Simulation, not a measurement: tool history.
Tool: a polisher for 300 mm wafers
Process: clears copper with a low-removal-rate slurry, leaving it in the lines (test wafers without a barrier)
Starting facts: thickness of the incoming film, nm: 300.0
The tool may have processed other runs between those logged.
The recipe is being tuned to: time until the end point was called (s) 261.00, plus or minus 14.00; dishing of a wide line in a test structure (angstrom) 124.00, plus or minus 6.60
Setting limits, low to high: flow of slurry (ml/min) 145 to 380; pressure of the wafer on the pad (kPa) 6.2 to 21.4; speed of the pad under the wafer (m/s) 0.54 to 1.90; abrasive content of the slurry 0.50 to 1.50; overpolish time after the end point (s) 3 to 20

| run | hour | flow of slurry (ml/min) | pressure of the wafer on the pad (kPa) | speed of the pad under the wafer (m/s) | abrasive content of the slurry | overpolish time after the end point (s) | time until the end point was called (s) | dishing of a wide line in a test structure (angstrom) |
|---|---|---|---|---|---|---|---|---|
| 1 | 0.0 | 245 | 13.8 | 1.22 | 1.00 | 10 | 168.49 | 149.13 |
| 2 | 2.6 | 245 | 12.4 | 1.22 | 1.00 | 11 | 185.69 | 148.64 |
| 3 | 7.9 | 245 | 11.0 | 1.22 | 1.00 | 11 | 210.76 | 128.52 |
| 4 | 15.0 | 245 | 10.3 | 1.22 | 1.00 | 12 | 222.99 | 135.95 |
| 5 | 16.7 | 245 | 10.3 | 1.22 | 1.00 | 16 | 221.93 | 175.29 |
| 6 | 23.2 | 245 | 9.7 | 1.22 | 1.00 | 15 | 239.94 | 155.31 |
|  | 26.7 | slurry blender recalibrated |
| 7 | 26.7 | 245 | 9.7 | 1.22 | 1.00 | 14 | 224.40 | 156.32 |
| 8 | 31.4 | 245 | 9.0 | 1.22 | 1.00 | 14 | 245.44 | 139.49 |
| 9 | 36.6 | 245 | 8.3 | 1.22 | 1.00 | 14 | 267.49 | 133.13 |

Which single option among these 5 for the next run brings every result within its allowed miss of target? Just one does.
| A | 41.8 | 230 | 7.6 | 1.14 | 1.25 | 16 | ? | ? |
| B | 41.8 | 225 | 9.0 | 1.12 | 1.00 | 15 | ? | ? |
| C | 41.8 | 230 | 11.0 | 0.84 | 1.15 | 16 | ? | ? |
| D | 41.8 | 230 | 7.6 | 1.32 | 1.00 | 16 | ? | ? |
| E | 41.8 | 210 | 6.9 | 1.50 | 1.05 | 13 | ? | ? |

| move | time until the end point was called (s) | dishing of a wide line in a test structure (angstrom) |
|---|---|---|
| A | 285.00 | 139.14 |
| B | 261.30 | 142.79 |
| C | 272.62 | 146.63 |
| D | 260.41 | 151.31 |
| E | 251.87 | 128.26 |
A: misses by more than the last run did
B: misses by more than the last run did
C: misses by more than the last run did
D: misses by more than the last run did
E: all results land within tolerance of their targets
E meets every target.
